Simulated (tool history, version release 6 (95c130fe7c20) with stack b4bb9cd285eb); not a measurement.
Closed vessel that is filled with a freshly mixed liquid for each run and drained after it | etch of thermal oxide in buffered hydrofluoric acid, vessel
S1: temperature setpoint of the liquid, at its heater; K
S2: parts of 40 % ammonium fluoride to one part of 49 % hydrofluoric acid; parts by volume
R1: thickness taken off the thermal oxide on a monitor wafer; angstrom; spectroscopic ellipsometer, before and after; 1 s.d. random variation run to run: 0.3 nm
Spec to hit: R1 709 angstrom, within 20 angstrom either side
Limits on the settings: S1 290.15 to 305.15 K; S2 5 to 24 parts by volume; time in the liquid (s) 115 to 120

Run 1, hour 0: S1 297.15 K, S2 14.5 parts by volume, time in the liquid (s) 115. Result: R1 1040.9 angstrom.
Run 2, hour 3.2: S1 297.15 K, S2 12.5 parts by volume, time in the liquid (s) 115. Result: R1 1202.7 angstrom.
Run 3, hour 9.3: S1 295.65 K, S2 13 parts by volume, time in the liquid (s) 115. Result: R1 1073.3 angstrom.
Run 4, hour 18.6: S1 298.15 K, S2 13 parts by volume, time in the liquid (s) 115. Result: R1 1217.1 angstrom.
Run 5, hour 20: S1 298.15 K, S2 17 parts by volume, time in the liquid (s) 115. Result: R1 938.08 angstrom.
Run 6, hour 23.3: S1 297.15 K, S2 17 parts by volume, time in the liquid (s) 115. Result: R1 892.79 angstrom.
Run 7, hour 31.8: S1 296.15 K, S2 17 parts by volume, time in the liquid (s) 115. Result: R1 845.8 angstrom.
Run 8, hour 37.8: S1 295.65 K, S2 17 parts by volume, time in the liquid (s) 115. Result: R1 826.71 angstrom.
Run 9, hour 44.1: S1 295.65 K, S2 17 parts by volume, time in the liquid (s) 115. Result: R1 817.29 angstrom.
At hour 49.2: thermometer replaced.
Run 10, hour 49.2: S1 295.65 K, S2 17 parts by volume, time in the liquid (s) 115. Result: R1 774.27 angstrom.
Run 11, hour 56.8: S1 295.15 K, S2 17 parts by volume, time in the liquid (s) 115. Result: R1 753.69 angstrom.
Run 12, hour 65.8: S1 294.65 K, S2 17 parts by volume, time in the liquid (s) 115. Result: R1 729.38 angstrom.

Exercise: of the 4 proposed moves below, exactly one satisfies all targets within the stated allowed misses. Which move is it?
Run A, hour 74.8: S1 294.15 K, S2 17 parts by volume, time in the liquid (s) 115. Result: R1 ?.
Run B, hour 74.8: S1 295.65 K, S2 18 parts by volume, time in the liquid (s) 120. Result: R1 ?.
Run C, hour 74.8: S1 295.65 K, S2 17 parts by volume, time in the liquid (s) 115. Result: R1 ?.
Run D, hour 74.8: S1 295.65 K, S2 17.5 parts by volume, time in the liquid (s) 115. Result: R1 ?.

move      R1
   A  708.41
   B  759.33
   C  769.88
   D  748.19
A: every result lands within tolerance
B: the biggest miss grows against the last run
C: the biggest miss grows against the last run
D: the biggest miss grows against the last run
A meets every target.

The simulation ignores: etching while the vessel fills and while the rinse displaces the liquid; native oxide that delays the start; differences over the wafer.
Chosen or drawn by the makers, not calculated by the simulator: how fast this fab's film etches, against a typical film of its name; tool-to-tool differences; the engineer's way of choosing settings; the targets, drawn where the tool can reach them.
